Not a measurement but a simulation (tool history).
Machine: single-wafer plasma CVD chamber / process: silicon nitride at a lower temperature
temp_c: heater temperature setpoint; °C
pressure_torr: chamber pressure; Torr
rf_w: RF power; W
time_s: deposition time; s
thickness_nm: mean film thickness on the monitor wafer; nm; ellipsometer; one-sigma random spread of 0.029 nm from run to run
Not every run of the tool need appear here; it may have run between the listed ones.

run,hour,temp_c,pressure_torr,rf_w,time_s,thickness_nm
1,0,325,1.16,260,10.4,10.529
2,7.8,325,1.32,260,10.4,10.947
3,10.9,325,1.32,225,10.4,10.135
4,19.7,325,1.29,225,10.4,10.077
5,28.7,325,1.29,245,10.4,10.521
6,35.6,325,1.14,245,10.4,10.15
7,43.4,325,1.11,245,10.4,10.075
8,49,325,1.08,245,10.4,9.9639

The next listed run, before its measurement:
9,53.6,325,1.06,245,10.4,?

Logged for run 9: thickness_nm 9.9132 nm.
